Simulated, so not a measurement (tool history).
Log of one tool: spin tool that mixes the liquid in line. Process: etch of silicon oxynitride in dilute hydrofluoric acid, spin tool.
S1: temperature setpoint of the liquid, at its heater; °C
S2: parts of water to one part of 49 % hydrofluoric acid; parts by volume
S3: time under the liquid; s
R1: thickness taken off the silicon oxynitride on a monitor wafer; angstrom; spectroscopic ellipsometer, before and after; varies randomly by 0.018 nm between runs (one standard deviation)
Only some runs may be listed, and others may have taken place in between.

run 1 hour=0 | S1=25 S2=65 S3=100 | R1=23.625
run 2 hour=1.1 | S1=26.5 S2=65 S3=100 | R1=25.336
run 3 hour=8.1 | S1=26.5 S2=45 S3=100 | R1=37.456
run 4 hour=16.5 | S1=25.5 S2=45 S3=100 | R1=35.19
run 5 hour=19.2 | S1=25 S2=45 S3=100 | R1=34.507
run 6 hour=25 | S1=27 S2=45 S3=100 | R1=38.055
run 7 hour=29.3 | S1=26 S2=45 S3=100 | R1=36.25
run 8 hour=34.5 | S1=25 S2=45 S3=100 | R1=34.684
run 9 hour=38.3 | S1=24.5 S2=45 S3=100 | R1=33.767

Run 10 comes next. What will it give?
run 10 hour=45.9 | S1=24 S2=45 S3=100 | R1=?

{"run 10": {"R1": 32.972}}

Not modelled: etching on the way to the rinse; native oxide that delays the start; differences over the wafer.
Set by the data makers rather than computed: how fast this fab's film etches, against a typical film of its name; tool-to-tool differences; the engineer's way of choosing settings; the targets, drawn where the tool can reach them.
